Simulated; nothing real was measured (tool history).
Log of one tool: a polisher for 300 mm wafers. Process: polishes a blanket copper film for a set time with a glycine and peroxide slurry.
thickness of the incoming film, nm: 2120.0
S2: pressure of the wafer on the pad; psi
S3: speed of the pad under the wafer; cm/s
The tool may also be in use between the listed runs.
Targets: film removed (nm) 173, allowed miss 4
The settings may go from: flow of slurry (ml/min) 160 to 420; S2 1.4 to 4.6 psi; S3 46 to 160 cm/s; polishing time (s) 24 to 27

run 1 hour=0 | flow_of_slurry_(ml/min)=270 S2=3 S3=102 polishing_time_(s)=27 | film_removed_(nm)=124.69
run 2 hour=4 | flow_of_slurry_(ml/min)=270 S2=3 S3=112 polishing_time_(s)=27 | film_removed_(nm)=132.05
run 3 hour=6.1 | flow_of_slurry_(ml/min)=270 S2=3 S3=112 polishing_time_(s)=24 | film_removed_(nm)=120.25
run 4 hour=8.4 | flow_of_slurry_(ml/min)=275 S2=3.3 S3=112 polishing_time_(s)=24 | film_removed_(nm)=127.18
run 5 hour=9.2 | flow_of_slurry_(ml/min)=275 S2=3.6 S3=116 polishing_time_(s)=24 | film_removed_(nm)=139.69
-- hour=11.3 worn pad replaced by a new one
run 6 hour=11.3 | flow_of_slurry_(ml/min)=275 S2=3.8 S3=116 polishing_time_(s)=24 | film_removed_(nm)=153.63
run 7 hour=19.1 | flow_of_slurry_(ml/min)=275 S2=3.9 S3=116 polishing_time_(s)=24 | film_removed_(nm)=159.44
run 8 hour=23.1 | flow_of_slurry_(ml/min)=275 S2=4 S3=116 polishing_time_(s)=24 | film_removed_(nm)=160.79
run 9 hour=28.1 | flow_of_slurry_(ml/min)=275 S2=4.1 S3=116 polishing_time_(s)=24 | film_removed_(nm)=163.1

Which of these 5 next moves meets every target?
run A hour=33.1 | flow_of_slurry_(ml/min)=280 S2=3.5 S3=134 polishing_time_(s)=24 | film_removed_(nm)=?
run B hour=33.1 | flow_of_slurry_(ml/min)=310 S2=4.4 S3=104 polishing_time_(s)=24 | film_removed_(nm)=?
run C hour=33.1 | flow_of_slurry_(ml/min)=345 S2=3.8 S3=120 polishing_time_(s)=27 | film_removed_(nm)=?
run D hour=33.1 | flow_of_slurry_(ml/min)=270 S2=4.6 S3=102 polishing_time_(s)=24 | film_removed_(nm)=?
run E hour=33.1 | flow_of_slurry_(ml/min)=265 S2=3.3 S3=132 polishing_time_(s)=27 | film_removed_(nm)=?

move=A film_removed_(nm)=162.72
move=B film_removed_(nm)=160.53
move=C film_removed_(nm)=181.73
move=D film_removed_(nm)=161.77
move=E film_removed_(nm)=172.32
A: as far off as the last run
B: further off than the last run
C: takes the result that was furthest off past its target
D: further off than the last run
E: meets every target
Move E is the one to make.

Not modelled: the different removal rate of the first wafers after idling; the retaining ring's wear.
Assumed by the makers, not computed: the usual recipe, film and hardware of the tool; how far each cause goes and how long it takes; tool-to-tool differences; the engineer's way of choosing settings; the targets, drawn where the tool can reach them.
